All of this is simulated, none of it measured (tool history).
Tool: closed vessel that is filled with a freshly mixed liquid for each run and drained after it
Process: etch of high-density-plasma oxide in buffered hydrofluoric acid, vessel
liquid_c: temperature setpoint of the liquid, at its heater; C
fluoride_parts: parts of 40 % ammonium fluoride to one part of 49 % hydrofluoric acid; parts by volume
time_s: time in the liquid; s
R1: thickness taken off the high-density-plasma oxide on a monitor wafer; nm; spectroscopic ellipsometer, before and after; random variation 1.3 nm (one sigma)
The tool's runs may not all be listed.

Run 1, hour 0: liquid_c 23 C, fluoride_parts 9 parts by volume, time_s 100 s. Result: R1 146.2 nm.
Run 2, hour 9.1: liquid_c 24.5 C, fluoride_parts 9 parts by volume, time_s 100 s. Result: R1 159.96 nm.
Run 3, hour 17.3: liquid_c 24.5 C, fluoride_parts 9 parts by volume, time_s 100 s. Result: R1 160.22 nm.
Run 4, hour 20.4: liquid_c 22 C, fluoride_parts 9 parts by volume, time_s 100 s. Result: R1 139.68 nm.
Run 5, hour 27.3: liquid_c 24 C, fluoride_parts 9 parts by volume, time_s 100 s. Result: R1 155.96 nm.
Run 6, hour 31.4: liquid_c 25.5 C, fluoride_parts 9 parts by volume, time_s 100 s. Result: R1 168.35 nm.
Run 7, hour 36.5: liquid_c 29.5 C, fluoride_parts 9 parts by volume, time_s 100 s. Result: R1 207.53 nm.

The next listed run, before its measurement:
Run 8, hour 39.9: liquid_c 29.5 C, fluoride_parts 9 parts by volume, time_s 100 s. Result: R1 ?.

Run 8 gave R1 206.42 nm.

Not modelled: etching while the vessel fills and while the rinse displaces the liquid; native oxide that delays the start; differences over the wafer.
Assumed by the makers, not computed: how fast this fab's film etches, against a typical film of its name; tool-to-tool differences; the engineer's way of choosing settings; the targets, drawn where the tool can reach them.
